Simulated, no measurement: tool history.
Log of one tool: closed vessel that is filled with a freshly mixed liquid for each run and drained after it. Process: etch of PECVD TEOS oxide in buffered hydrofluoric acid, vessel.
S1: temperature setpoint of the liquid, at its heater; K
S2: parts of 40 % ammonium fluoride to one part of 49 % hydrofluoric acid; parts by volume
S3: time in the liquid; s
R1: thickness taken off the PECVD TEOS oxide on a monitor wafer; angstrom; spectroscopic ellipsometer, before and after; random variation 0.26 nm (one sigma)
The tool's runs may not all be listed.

run  hour      S1    S2  S3      R1
  1   0.0  296.15  21.5  30  208.92
  2   1.9  297.65  21.5  30  224.79
  3   8.5  297.65  16.0  30  300.51
  4   9.1  297.65  16.0  30  300.81
  5  10.7  297.65  10.5  30  451.98
  6  12.9  297.65   8.0  30  562.98

Forecast run 7:
  7  21.2  293.65  11.0  30   ?

{"run 7": {"R1": 345.56}}
